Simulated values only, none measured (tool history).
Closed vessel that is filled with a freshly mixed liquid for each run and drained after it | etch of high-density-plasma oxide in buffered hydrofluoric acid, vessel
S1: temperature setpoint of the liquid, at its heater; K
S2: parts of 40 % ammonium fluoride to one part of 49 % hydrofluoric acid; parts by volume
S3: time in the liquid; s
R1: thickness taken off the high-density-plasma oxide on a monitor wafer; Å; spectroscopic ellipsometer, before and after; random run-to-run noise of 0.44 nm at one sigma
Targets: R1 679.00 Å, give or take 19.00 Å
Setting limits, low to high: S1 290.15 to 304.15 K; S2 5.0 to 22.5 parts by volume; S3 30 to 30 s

run 1 hour=0.0 | S1=296.15 S2=13.5 S3=30 | R1=326.36
run 2 hour=1.2 | S1=298.65 S2=12.0 S3=30 | R1=411.20
run 3 hour=4.8 | S1=295.65 S2=12.0 S3=30 | R1=354.41
run 4 hour=9.2 | S1=298.65 S2=11.0 S3=30 | R1=459.00
run 5 hour=17.3 | S1=296.15 S2=11.0 S3=30 | R1=397.74
run 6 hour=21.4 | S1=296.15 S2=11.0 S3=30 | R1=397.08
run 7 hour=25.5 | S1=298.65 S2=10.5 S3=30 | R1=479.66
run 8 hour=26.5 | S1=302.65 S2=10.0 S3=30 | R1=614.83

Next run, 4 choices. One meets every target within its allowed miss, the rest don't. Which?
run A hour=27.5 | S1=302.15 S2=9.5 S3=30 | R1=?
run B hour=27.5 | S1=303.15 S2=8.5 S3=30 | R1=?
run C hour=27.5 | S1=299.65 S2=8.0 S3=30 | R1=?
run D hour=27.5 | S1=302.15 S2=8.5 S3=30 | R1=?

move=A R1=625.30
move=B R1=725.37
move=C R1=643.47
move=D R1=688.23
A: gains on the last run, yet a result remains outside its allowed miss
B: takes the result that was furthest off past its target
C: gains on the last run, yet a result remains outside its allowed miss
D: meets every target
D is the move that brings every result within its allowed miss.
